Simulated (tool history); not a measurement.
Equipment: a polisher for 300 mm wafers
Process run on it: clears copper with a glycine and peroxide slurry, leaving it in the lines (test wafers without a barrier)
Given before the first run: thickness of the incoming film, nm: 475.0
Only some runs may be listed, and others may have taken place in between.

run,hour,flow of slurry (ml/min),pressure of the wafer on the pad (kPa),speed of the pad under the wafer (m/s),overpolish time after the end point (s),time until the end point was called (s),dishing of a wide line in a test structure (angstrom)
1,0.0,125,23.4,0.90,28,105.71,802.12
2,5.0,120,21.4,0.90,30,112.05,782.66
3,9.9,115,20.0,0.88,32,122.69,763.22
4,18.8,110,19.3,0.88,33,124.69,771.06
5,26.2,110,18.6,0.88,34,128.44,762.24
6,32.7,105,17.9,0.88,35,135.45,752.26

For run 7, what comes out?
7,34.4,100,17.9,0.88,36,?,?

time until the end point was called (s): 136.64
dishing of a wide line in a test structure (angstrom): 754.29

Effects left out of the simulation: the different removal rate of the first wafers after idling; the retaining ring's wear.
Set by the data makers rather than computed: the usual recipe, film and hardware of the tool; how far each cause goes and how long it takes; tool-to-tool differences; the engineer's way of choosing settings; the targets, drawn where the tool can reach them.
